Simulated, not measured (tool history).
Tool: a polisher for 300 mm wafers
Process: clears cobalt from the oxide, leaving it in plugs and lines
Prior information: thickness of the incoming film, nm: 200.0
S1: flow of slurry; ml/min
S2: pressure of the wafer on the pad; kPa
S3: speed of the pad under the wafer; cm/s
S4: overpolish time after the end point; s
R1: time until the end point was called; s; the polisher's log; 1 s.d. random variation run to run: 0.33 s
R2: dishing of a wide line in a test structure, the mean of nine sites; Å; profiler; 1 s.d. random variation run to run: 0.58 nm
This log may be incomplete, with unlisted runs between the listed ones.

run  hour   S1    S2   S3  S4      R1      R2
  1     0  130    11  126  26  37.764  358.28
  2   3.4  130    11  126  18  38.142   343.5
  3   7.1  130  11.7  128  19  34.637  348.08
  4  10.9  130  11.7  128  23  35.772  357.98
  5  16.2  130  12.4  130  22  33.537  363.73
  6  23.5  105  12.4  130  22  36.252  356.57

What does the tool deliver on the next run?
     24.4  -- head pressure recalibrated
  7  24.4  140  15.9  134  18   ?   ?

Run 7 gave R1 23.291 s, R2 375.4 Å.
